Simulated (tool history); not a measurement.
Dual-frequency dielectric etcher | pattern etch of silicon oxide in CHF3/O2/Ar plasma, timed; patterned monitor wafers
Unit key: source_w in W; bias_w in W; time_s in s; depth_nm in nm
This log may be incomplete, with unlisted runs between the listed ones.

run    day  source_w  bias_w  time_s  depth_nm
  1  0.000       710     151   460.0    925.84
  2  0.238       650     151   460.0    904.38
  3  0.462       720     163   463.5    961.66
  4  0.550       720     163   460.0    958.22
  5  0.683       780     170   461.5    999.22
  6  0.875       780     146   461.5    941.67
  7  1.162       820     158   465.0    995.00
     1.308  -- wet clean of the chamber
  8  1.308       850     165   467.0   1076.20

Run 9 has not been measured yet. What should we expect?
  9  1.333       860     166   467.0         ?

Logged for run 9: depth_nm 1085.20 nm.
